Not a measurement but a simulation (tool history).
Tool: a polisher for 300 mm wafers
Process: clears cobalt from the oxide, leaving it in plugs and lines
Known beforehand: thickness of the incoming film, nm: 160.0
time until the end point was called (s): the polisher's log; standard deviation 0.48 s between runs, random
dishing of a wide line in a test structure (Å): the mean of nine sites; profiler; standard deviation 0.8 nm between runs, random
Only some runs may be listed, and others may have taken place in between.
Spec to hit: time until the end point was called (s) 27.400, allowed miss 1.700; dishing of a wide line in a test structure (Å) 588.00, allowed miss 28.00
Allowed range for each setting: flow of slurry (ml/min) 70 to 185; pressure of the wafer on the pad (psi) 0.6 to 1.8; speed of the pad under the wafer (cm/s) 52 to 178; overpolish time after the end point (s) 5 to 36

run,hour,flow of slurry (ml/min),pressure of the wafer on the pad (psi),speed of the pad under the wafer (cm/s),overpolish time after the end point (s),time until the end point was called (s),dishing of a wide line in a test structure (Å)
1,0.0,120,1.2,114,18,44.392,427.73
2,3.3,120,1.2,92,18,56.538,386.90
3,11.3,120,1.2,118,18,42.771,438.72
4,12.3,120,1.3,118,18,38.772,463.89
5,20.9,120,1.3,142,18,34.248,489.45
6,29.4,125,1.4,144,19,30.342,515.78
7,31.8,125,1.5,146,21,28.903,545.97
8,36.8,125,1.5,148,22,27.724,554.65

Below are 4 possible settings for the next run. Only one of them brings all results inside the allowed miss of their targets. Which is it?
A,41.8,115,1.5,146,17,?,?
B,41.8,115,1.4,154,18,?,?
C,41.8,110,1.5,156,17,?,?
D,41.8,155,1.4,154,27,?,?

move,time until the end point was called (s),dishing of a wide line in a test structure (Å)
A,28.582,509.28
B,29.018,516.93
C,27.067,518.73
D,27.361,580.40
A: the biggest miss grows against the last run
B: the biggest miss grows against the last run
C: the biggest miss grows against the last run
D: all results land within tolerance of their targets
D meets every target.
